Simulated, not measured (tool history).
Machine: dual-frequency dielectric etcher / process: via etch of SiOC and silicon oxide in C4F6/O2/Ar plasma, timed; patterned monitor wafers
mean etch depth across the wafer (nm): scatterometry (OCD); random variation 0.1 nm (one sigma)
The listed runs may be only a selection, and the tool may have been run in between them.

run,hour,source power (W),bias power (W),etch time (s),mean etch depth across the wafer (nm)
1,0.0,350,138,40.0,36.190
2,4.5,350,128,40.0,35.564
3,10.6,350,128,36.5,32.301
4,14.2,350,128,36.5,32.481
5,15.8,390,130,36.5,33.781
6,20.7,390,130,36.5,33.719
7,23.5,410,137,36.5,34.746
8,25.1,430,143,36.5,35.551
9,31.1,440,148,36.5,36.493
10,39.7,450,151,36.5,37.003

Estimate the outcome of run 11 from the log above:
11,44.3,460,153,36.5,?

mean etch depth across the wafer (nm): 37.370

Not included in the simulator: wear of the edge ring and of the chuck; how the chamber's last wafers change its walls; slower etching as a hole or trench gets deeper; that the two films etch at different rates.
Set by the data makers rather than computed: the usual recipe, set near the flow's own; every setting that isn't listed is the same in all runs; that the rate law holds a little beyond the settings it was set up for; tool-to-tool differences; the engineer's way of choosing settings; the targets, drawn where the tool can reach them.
